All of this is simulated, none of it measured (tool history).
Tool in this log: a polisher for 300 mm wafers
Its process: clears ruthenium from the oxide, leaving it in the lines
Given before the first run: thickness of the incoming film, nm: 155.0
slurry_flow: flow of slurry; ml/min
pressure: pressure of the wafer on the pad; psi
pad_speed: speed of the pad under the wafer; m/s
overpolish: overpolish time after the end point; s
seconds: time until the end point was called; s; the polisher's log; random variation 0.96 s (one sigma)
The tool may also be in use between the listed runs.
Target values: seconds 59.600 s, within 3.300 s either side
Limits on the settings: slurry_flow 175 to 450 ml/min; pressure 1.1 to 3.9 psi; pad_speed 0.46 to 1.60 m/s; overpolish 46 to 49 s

Run 1, hour 0.0: slurry_flow 290 ml/min, pressure 2.5 psi, pad_speed 1.02 m/s, overpolish 46 s. Result: seconds 108.320 s.
Run 2, hour 1.1: slurry_flow 290 ml/min, pressure 2.9 psi, pad_speed 1.04 m/s, overpolish 46 s. Result: seconds 93.085 s.
Run 3, hour 8.6: slurry_flow 290 ml/min, pressure 2.9 psi, pad_speed 0.92 m/s, overpolish 46 s. Result: seconds 105.930 s.
Run 4, hour 17.6: slurry_flow 290 ml/min, pressure 3.2 psi, pad_speed 0.98 m/s, overpolish 46 s. Result: seconds 93.175 s.
Run 5, hour 23.8: slurry_flow 290 ml/min, pressure 3.2 psi, pad_speed 0.98 m/s, overpolish 49 s. Result: seconds 90.927 s.
Run 6, hour 31.7: slurry_flow 290 ml/min, pressure 3.4 psi, pad_speed 1.04 m/s, overpolish 49 s. Result: seconds 83.993 s.
Run 7, hour 34.2: slurry_flow 290 ml/min, pressure 3.5 psi, pad_speed 1.12 m/s, overpolish 49 s. Result: seconds 77.650 s.
Run 8, hour 43.1: slurry_flow 290 ml/min, pressure 3.6 psi, pad_speed 1.18 m/s, overpolish 49 s. Result: seconds 72.131 s.
Run 9, hour 44.2: slurry_flow 290 ml/min, pressure 3.7 psi, pad_speed 1.22 m/s, overpolish 49 s. Result: seconds 66.725 s.

Which single option among these 4 for the next run brings every result within its allowed miss of target? Just one does.
Run A, hour 45.3: slurry_flow 290 ml/min, pressure 3.9 psi, pad_speed 1.56 m/s, overpolish 46 s. Result: seconds ?.
Run B, hour 45.3: slurry_flow 290 ml/min, pressure 3.4 psi, pad_speed 1.50 m/s, overpolish 49 s. Result: seconds ?.
Run C, hour 45.3: slurry_flow 275 ml/min, pressure 3.4 psi, pad_speed 1.22 m/s, overpolish 49 s. Result: seconds ?.
Run D, hour 45.3: slurry_flow 285 ml/min, pressure 3.9 psi, pad_speed 1.50 m/s, overpolish 46 s. Result: seconds ?.

move  seconds
   A   50.760
   B   59.153
   C   71.980
   D   52.734
A: carries the result that was furthest off beyond its target, to the other side
B: hits every target within its allowed miss
C: further off than the last run
D: carries the result that was furthest off beyond its target, to the other side
Correct choice: B, which meets every target
